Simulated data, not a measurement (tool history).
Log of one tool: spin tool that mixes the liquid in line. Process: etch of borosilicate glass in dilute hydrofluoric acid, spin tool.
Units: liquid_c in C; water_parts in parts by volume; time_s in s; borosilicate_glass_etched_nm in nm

run	hour	liquid_c	water_parts	time_s	borosilicate_glass_etched_nm
1	0.0	24.0	190	15	2.8093
2	7.1	23.5	190	15	2.7219
3	10.4	23.0	190	15	2.6858
4	13.9	23.0	220	15	2.2663
5	22.5	20.0	220	15	1.9753
6	27.2	21.0	220	15	2.1059
7	34.1	21.5	220	15	2.1421

Forecast run 8:
8	39.4	22.0	220	15	?

Run 8 gave borosilicate_glass_etched_nm 2.1713 nm.
